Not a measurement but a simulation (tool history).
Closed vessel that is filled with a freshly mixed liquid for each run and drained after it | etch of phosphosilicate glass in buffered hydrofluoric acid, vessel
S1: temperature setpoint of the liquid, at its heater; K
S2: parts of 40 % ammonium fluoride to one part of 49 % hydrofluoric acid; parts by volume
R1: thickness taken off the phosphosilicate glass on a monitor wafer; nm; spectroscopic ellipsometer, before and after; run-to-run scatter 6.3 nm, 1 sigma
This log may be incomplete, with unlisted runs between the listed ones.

{"run": 1, "day": 0.0, "S1": 297.15, "S2": 12.5, "time in the liquid (s)": 100, "R1": 514.66}
{"run": 2, "day": 0.104, "S1": 298.15, "S2": 12.5, "time in the liquid (s)": 100, "R1": 553.57}
{"run": 3, "day": 0.312, "S1": 298.65, "S2": 12.5, "time in the liquid (s)": 100, "R1": 565.45}
{"run": 4, "day": 0.575, "S1": 295.15, "S2": 12.5, "time in the liquid (s)": 100, "R1": 461.75}
{"run": 5, "day": 0.779, "S1": 295.15, "S2": 11.0, "time in the liquid (s)": 100, "R1": 516.95}
{"run": 6, "day": 0.954, "S1": 295.15, "S2": 11.0, "time in the liquid (s)": 110, "R1": 578.82}
{"run": 7, "day": 1.242, "S1": 295.65, "S2": 11.0, "time in the liquid (s)": 110, "R1": 603.8}

Predict the results of run 8:
{"run": 8, "day": 1.612, "S1": 296.15, "S2": 11.0, "time in the liquid (s)": 110, "R1": "?"}

R1: 615.13 nm

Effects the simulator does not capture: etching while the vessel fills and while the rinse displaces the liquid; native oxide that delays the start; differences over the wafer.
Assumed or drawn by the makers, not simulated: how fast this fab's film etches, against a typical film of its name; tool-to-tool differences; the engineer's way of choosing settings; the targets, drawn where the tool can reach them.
